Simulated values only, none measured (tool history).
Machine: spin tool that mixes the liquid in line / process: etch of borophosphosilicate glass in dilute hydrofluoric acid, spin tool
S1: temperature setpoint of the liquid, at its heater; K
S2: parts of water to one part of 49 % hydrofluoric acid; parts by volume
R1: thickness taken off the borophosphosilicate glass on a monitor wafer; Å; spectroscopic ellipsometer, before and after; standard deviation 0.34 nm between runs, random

run 1 hour=0 | S1=295.15 S2=125 time_under_the_liquid_(s)=50 | R1=179.97
run 2 hour=4.2 | S1=295.15 S2=165 time_under_the_liquid_(s)=50 | R1=128.26
run 3 hour=11.1 | S1=296.65 S2=140 time_under_the_liquid_(s)=50 | R1=163.36
run 4 hour=14.2 | S1=294.65 S2=140 time_under_the_liquid_(s)=50 | R1=153.88
run 5 hour=15.2 | S1=294.65 S2=140 time_under_the_liquid_(s)=50 | R1=152.56
run 6 hour=16.4 | S1=296.65 S2=120 time_under_the_liquid_(s)=50 | R1=198.17
run 7 hour=19.3 | S1=298.15 S2=105 time_under_the_liquid_(s)=50 | R1=241.51
run 8 hour=22.2 | S1=299.15 S2=90 time_under_the_liquid_(s)=50 | R1=301.13
run 9 hour=28.8 | S1=300.15 S2=85 time_under_the_liquid_(s)=50 | R1=336.4
run 10 hour=31.7 | S1=300.65 S2=80 time_under_the_liquid_(s)=50 | R1=364.09
run 11 hour=37.6 | S1=301.15 S2=75 time_under_the_liquid_(s)=50 | R1=397.57
-- hour=46.4 thermometer replaced
run 12 hour=46.4 | S1=301.65 S2=75 time_under_the_liquid_(s)=50 | R1=369.32
run 13 hour=49.8 | S1=301.65 S2=70 time_under_the_liquid_(s)=50 | R1=400.68

The next listed run, before its measurement:
run 14 hour=54.6 | S1=302.15 S2=65 time_under_the_liquid_(s)=50 | R1=?

R1: 446.52 Å
